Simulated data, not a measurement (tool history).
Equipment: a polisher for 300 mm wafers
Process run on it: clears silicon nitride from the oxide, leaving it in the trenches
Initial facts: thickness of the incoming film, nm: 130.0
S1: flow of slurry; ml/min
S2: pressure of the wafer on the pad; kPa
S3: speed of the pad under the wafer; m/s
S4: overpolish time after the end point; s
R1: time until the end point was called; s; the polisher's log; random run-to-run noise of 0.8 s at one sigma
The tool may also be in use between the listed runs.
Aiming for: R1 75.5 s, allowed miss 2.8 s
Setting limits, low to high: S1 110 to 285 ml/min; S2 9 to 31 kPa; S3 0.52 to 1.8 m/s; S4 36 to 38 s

| run | day | S1 | S2 | S3 | S4 | R1 |
|---|---|---|---|---|---|---|
| 1 | 0 | 180 | 20 | 1.16 | 36 | 98.949 |
| 2 | 0.338 | 185 | 21.4 | 1.16 | 36 | 93.007 |
| 3 | 0.521 | 205 | 21.4 | 1.16 | 36 | 91.989 |
| 4 | 0.767 | 180 | 21.4 | 1.16 | 36 | 92.198 |
| 5 | 0.908 | 180 | 22.8 | 1.16 | 36 | 89.173 |
| 6 | 1.142 | 160 | 22.8 | 1.16 | 36 | 92.324 |
| 7 | 1.329 | 180 | 23.4 | 1.16 | 36 | 88.244 |
| 8 | 1.479 | 190 | 24.8 | 1.16 | 36 | 82.912 |
| 9 | 1.571 | 195 | 25.5 | 1.16 | 36 | 82.179 |
| 10 | 1.621 | 195 | 26.2 | 1.16 | 36 | 78.441 |

Of the 5 settings listed for the next run, only one would bring every result within its allowed miss of target. Which one?
| A | 1.671 | 125 | 24.8 | 1.26 | 38 | ? |
| B | 1.671 | 150 | 27.6 | 1.34 | 36 | ? |
| C | 1.671 | 185 | 23.4 | 1.22 | 36 | ? |
| D | 1.671 | 195 | 27.6 | 1.16 | 36 | ? |
| E | 1.671 | 185 | 27.6 | 1.04 | 38 | ? |

| move | R1 |
|---|---|
| A | 81.499 |
| B | 69.001 |
| C | 81.963 |
| D | 74.832 |
| E | 82.38 |
A: further off than the last run
B: pushes the last run's worst result past its target
C: further off than the last run
D: each result inside its tolerance
E: further off than the last run
Answer: D

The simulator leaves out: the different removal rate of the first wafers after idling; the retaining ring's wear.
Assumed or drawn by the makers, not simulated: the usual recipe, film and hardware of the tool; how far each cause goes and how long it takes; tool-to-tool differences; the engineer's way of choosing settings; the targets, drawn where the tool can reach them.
